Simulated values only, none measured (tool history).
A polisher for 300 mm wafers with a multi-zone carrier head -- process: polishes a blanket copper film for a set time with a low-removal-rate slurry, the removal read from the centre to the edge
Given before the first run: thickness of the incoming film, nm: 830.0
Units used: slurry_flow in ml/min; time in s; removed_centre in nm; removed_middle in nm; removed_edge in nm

run	day	slurry_flow	centre_zone	middle_zone	edge_zone	slurry_solids	time	removed_centre	removed_middle	removed_edge
1	0.000	170	1.00	1.00	1.00	1.0	69	118.34	121.090	119.460
2	0.208	165	1.01	0.98	0.96	0.9	63	106.99	106.790	105.730
3	0.258	165	1.09	0.98	0.96	0.9	63	115.76	105.590	103.390
4	0.425	165	1.09	0.98	1.01	0.9	63	112.59	108.370	106.770
5	0.729	150	1.09	0.98	1.01	0.9	63	110.43	104.710	105.930
6	0.754	150	1.12	0.98	1.01	0.9	63	116.81	104.320	104.370

Run 7 has not been measured yet. What should we expect?
7	1.096	145	1.11	0.97	0.98	0.8	58	?	?	?

removed_centre: 104.64 nm
removed_middle: 93.272 nm
removed_edge: 92.682 nm
